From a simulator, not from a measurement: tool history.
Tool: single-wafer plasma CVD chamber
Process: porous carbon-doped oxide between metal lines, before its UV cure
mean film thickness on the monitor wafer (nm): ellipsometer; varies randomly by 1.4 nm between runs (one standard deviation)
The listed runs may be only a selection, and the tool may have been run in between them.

run	day	heater temperature setpoint (K)	RF power (kW)	deposition time (s)	mean film thickness on the monitor wafer (nm)
1	0.000	573.15	0.520	48.7	261.11
2	0.083	571.15	0.530	48.7	266.72
3	0.292	569.15	0.540	48.7	273.85
4	0.483	573.15	0.540	48.7	266.56
5	0.600	573.15	0.540	50.2	275.18
6	0.696	573.15	0.540	50.2	274.66
7	1.058	571.15	0.545	50.2	277.37
8	1.246	571.15	0.545	50.2	282.26

Run 9 is up next; what results do you expect?
# day 1.475: RF generator calibrated
9	1.475	569.15	0.545	50.2	?

mean film thickness on the monitor wafer (nm): 293.57

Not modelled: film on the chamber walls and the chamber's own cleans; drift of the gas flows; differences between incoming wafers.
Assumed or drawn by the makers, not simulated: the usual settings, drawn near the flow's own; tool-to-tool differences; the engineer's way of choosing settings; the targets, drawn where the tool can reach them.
